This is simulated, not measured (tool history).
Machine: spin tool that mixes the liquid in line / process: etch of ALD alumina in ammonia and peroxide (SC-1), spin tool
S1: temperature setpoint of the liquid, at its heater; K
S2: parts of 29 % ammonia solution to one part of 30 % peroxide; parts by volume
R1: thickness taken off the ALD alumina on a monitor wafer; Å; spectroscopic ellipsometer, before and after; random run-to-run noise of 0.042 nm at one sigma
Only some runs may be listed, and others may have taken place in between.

run 1 hour=0 | S1=320.15 S2=0.5 time_under_the_liquid_(s)=170 | R1=66.665
run 2 hour=5.7 | S1=320.15 S2=0.5 time_under_the_liquid_(s)=170 | R1=67.926
run 3 hour=10.8 | S1=320.15 S2=0.5 time_under_the_liquid_(s)=180 | R1=70.531
run 4 hour=14.4 | S1=320.15 S2=0.5 time_under_the_liquid_(s)=180 | R1=71.708
run 5 hour=21.4 | S1=320.15 S2=0.5 time_under_the_liquid_(s)=180 | R1=71.408
run 6 hour=23 | S1=320.15 S2=0.4 time_under_the_liquid_(s)=180 | R1=69.265
run 7 hour=25.1 | S1=321.15 S2=0.4 time_under_the_liquid_(s)=180 | R1=73.506

For run 8, what comes out?
run 8 hour=30.8 | S1=324.15 S2=0.4 time_under_the_liquid_(s)=180 | R1=?

R1: 87.535 Å
